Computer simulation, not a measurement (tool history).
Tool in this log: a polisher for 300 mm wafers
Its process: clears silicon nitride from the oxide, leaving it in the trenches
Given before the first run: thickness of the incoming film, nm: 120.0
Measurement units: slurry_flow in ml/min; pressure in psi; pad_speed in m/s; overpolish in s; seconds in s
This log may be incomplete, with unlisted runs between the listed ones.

run 1 hour=0.0 | slurry_flow=320 pressure=2.8 pad_speed=1.16 overpolish=4 | seconds=133.35
run 2 hour=2.6 | slurry_flow=320 pressure=2.7 pad_speed=1.16 overpolish=4 | seconds=136.12
run 3 hour=9.2 | slurry_flow=320 pressure=2.7 pad_speed=1.16 overpolish=4 | seconds=135.07
run 4 hour=13.6 | slurry_flow=320 pressure=2.6 pad_speed=1.16 overpolish=4 | seconds=140.31
run 5 hour=16.9 | slurry_flow=320 pressure=2.0 pad_speed=1.16 overpolish=4 | seconds=176.47
run 6 hour=24.2 | slurry_flow=320 pressure=2.0 pad_speed=1.02 overpolish=4 | seconds=195.98
run 7 hour=27.7 | slurry_flow=320 pressure=2.2 pad_speed=1.02 overpolish=4 | seconds=184.63

For run 8, what comes out?
run 8 hour=29.5 | slurry_flow=320 pressure=2.2 pad_speed=1.02 overpolish=4 | seconds=?

seconds: 181.03 s
